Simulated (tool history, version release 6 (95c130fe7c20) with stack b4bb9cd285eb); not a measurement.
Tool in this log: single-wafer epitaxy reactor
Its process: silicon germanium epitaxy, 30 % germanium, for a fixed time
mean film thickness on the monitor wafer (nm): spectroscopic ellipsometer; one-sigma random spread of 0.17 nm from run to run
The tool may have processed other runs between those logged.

run  hour  wafer temperature setpoint (pyrometer-controlled) (K)  chamber pressure (Torr)  mean film thickness on the monitor wafer (nm)
  1     0                                                 858.15                     21.8                                         50.753
  2   1.6                                                 858.15                     24.6                                         52.884
  3     3                                                 862.15                     24.6                                         58.184
  4   3.9                                                 852.15                     24.6                                          46.54
  5  12.5                                                 852.15                       26                                         48.101
  6  13.8                                                 859.15                       26                                         55.673
  7  16.7                                                 855.15                     25.8                                          50.79

Expected results for the next run?
  8  18.8                                                 843.15                       24                                              ?

{"run 8": {"mean film thickness on the monitor wafer (nm)": 38.227}}
